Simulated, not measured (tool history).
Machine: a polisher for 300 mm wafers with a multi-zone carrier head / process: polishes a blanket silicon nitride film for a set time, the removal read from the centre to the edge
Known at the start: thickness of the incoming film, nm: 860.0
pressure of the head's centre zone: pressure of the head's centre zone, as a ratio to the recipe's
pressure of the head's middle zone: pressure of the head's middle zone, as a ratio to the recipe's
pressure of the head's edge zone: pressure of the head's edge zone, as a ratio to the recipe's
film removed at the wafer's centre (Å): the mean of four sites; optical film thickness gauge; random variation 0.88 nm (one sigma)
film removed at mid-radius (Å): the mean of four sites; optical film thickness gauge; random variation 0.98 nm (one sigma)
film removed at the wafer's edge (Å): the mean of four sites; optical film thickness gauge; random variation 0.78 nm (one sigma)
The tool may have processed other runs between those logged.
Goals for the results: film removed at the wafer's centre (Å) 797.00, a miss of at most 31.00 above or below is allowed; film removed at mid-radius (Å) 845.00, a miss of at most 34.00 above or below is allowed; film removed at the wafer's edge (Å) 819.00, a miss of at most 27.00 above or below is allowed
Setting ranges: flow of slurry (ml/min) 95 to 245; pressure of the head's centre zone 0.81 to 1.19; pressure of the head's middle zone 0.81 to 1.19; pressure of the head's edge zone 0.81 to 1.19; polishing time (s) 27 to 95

| run | hour | flow of slurry (ml/min) | pressure of the head's centre zone | pressure of the head's middle zone | pressure of the head's edge zone | polishing time (s) | film removed at the wafer's centre (Å) | film removed at mid-radius (Å) | film removed at the wafer's edge (Å) |
|---|---|---|---|---|---|---|---|---|---|
| 1 | 0.0 | 155 | 1.00 | 1.00 | 1.00 | 61 | 1142.00 | 1173.90 | 1176.70 |
| 2 | 8.2 | 155 | 1.00 | 1.00 | 1.05 | 61 | 1162.10 | 1174.30 | 1206.00 |
| 3 | 9.5 | 155 | 1.07 | 1.00 | 1.05 | 61 | 1262.60 | 1154.50 | 1201.00 |
| 4 | 14.7 | 170 | 1.07 | 1.00 | 1.05 | 61 | 1279.80 | 1207.30 | 1209.00 |
| 5 | 16.4 | 170 | 1.07 | 1.00 | 1.05 | 72 | 1489.80 | 1391.30 | 1437.90 |
| 6 | 18.4 | 170 | 1.06 | 0.99 | 1.04 | 68 | 1388.90 | 1313.60 | 1330.60 |
| 7 | 19.2 | 170 | 1.05 | 0.98 | 1.02 | 65 | 1333.80 | 1254.20 | 1264.70 |
| 8 | 26.3 | 170 | 1.03 | 0.97 | 1.01 | 62 | 1229.40 | 1211.40 | 1184.10 |
| 9 | 29.3 | 165 | 1.02 | 0.96 | 1.00 | 60 | 1196.70 | 1119.60 | 1156.10 |
| 10 | 37.5 | 165 | 0.92 | 1.06 | 0.93 | 43 | 763.61 | 893.71 | 792.01 |
| 11 | 46.2 | 165 | 0.92 | 1.05 | 0.93 | 43 | 770.32 | 871.77 | 794.43 |
| 12 | 50.9 | 165 | 0.92 | 1.05 | 0.93 | 43 | 774.37 | 876.10 | 779.97 |

Exactly one of the 4 candidate moves below puts every result within its allowed miss. Which one?
| A | 55.6 | 205 | 0.96 | 1.17 | 0.83 | 41 | ? | ? | ? |
| B | 55.6 | 165 | 1.03 | 1.07 | 0.88 | 40 | ? | ? | ? |
| C | 55.6 | 165 | 0.95 | 0.99 | 0.95 | 43 | ? | ? | ? |
| D | 55.6 | 220 | 1.03 | 1.05 | 0.86 | 40 | ? | ? | ? |

| move | film removed at the wafer's centre (Å) | film removed at mid-radius (Å) | film removed at the wafer's edge (Å) |
|---|---|---|---|
| A | 788.50 | 942.61 | 733.74 |
| B | 798.27 | 826.58 | 720.07 |
| C | 790.55 | 832.17 | 802.80 |
| D | 833.19 | 845.12 | 733.14 |
A: moves away from the targets compared with the last run
B: moves away from the targets compared with the last run
C: each result inside its tolerance
D: moves away from the targets compared with the last run
So the answer is move C, the one that meets all the targets.

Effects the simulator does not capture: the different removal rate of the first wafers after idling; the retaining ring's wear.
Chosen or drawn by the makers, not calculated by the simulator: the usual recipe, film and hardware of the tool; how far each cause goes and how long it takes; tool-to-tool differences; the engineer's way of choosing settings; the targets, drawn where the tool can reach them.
